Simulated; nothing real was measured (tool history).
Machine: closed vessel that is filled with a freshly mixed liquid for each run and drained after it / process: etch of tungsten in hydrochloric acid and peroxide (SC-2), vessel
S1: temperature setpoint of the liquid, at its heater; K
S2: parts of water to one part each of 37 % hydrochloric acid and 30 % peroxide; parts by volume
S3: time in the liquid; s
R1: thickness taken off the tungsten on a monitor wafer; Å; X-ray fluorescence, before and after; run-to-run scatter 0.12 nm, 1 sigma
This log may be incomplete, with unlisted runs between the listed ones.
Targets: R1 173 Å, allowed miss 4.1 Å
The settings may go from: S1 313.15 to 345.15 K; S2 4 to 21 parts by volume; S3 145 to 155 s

{"run": 1, "day": 0.0, "S1": 329.15, "S2": 11.5, "S3": 145, "R1": 536.38}
{"run": 2, "day": 0.3, "S1": 329.15, "S2": 11.5, "S3": 155, "R1": 579.27}
{"run": 3, "day": 0.4, "S1": 323.15, "S2": 11.5, "S3": 155, "R1": 391.94}
{"run": 4, "day": 0.467, "S1": 320.65, "S2": 12, "S3": 155, "R1": 315.6}
{"run": 5, "day": 0.571, "S1": 320.65, "S2": 12, "S3": 155, "R1": 322.98}
{"run": 6, "day": 0.75, "S1": 320.65, "S2": 12, "S3": 155, "R1": 314.98}
{"run": 7, "day": 0.804, "S1": 319.15, "S2": 12.5, "S3": 155, "R1": 278.88}
{"run": 8, "day": 0.938, "S1": 317.65, "S2": 12.5, "S3": 155, "R1": 251.27}
{"run": 9, "day": 1.15, "S1": 317.65, "S2": 12.5, "S3": 155, "R1": 250.26}
{"run": 10, "day": 1.512, "S1": 317.65, "S2": 12.5, "S3": 155, "R1": 249.29}

Next run, 5 choices. One meets every target within its allowed miss, the rest don't. Which?
{"run": "A", "day": 1.875, "S1": 316.65, "S2": 14.5, "S3": 145, "R1": "?"}
{"run": "B", "day": 1.875, "S1": 324.65, "S2": 12, "S3": 155, "R1": "?"}
{"run": "C", "day": 1.875, "S1": 313.65, "S2": 15, "S3": 145, "R1": "?"}
{"run": "D", "day": 1.875, "S1": 315.15, "S2": 15.5, "S3": 145, "R1": "?"}
{"run": "E", "day": 1.875, "S1": 320.15, "S2": 21, "S3": 145, "R1": "?"}

move=A R1=191.95
move=B R1=415.74
move=C R1=150.97
move=D R1=163
move=E R1=175.12
A: nearer the targets than the last run, but a result is still out of spec
B: the biggest miss grows against the last run
C: moves the result that the last run missed by most past its target, out the other side
D: moves the result that the last run missed by most past its target, out the other side
E: in spec on every target
The right move is E.
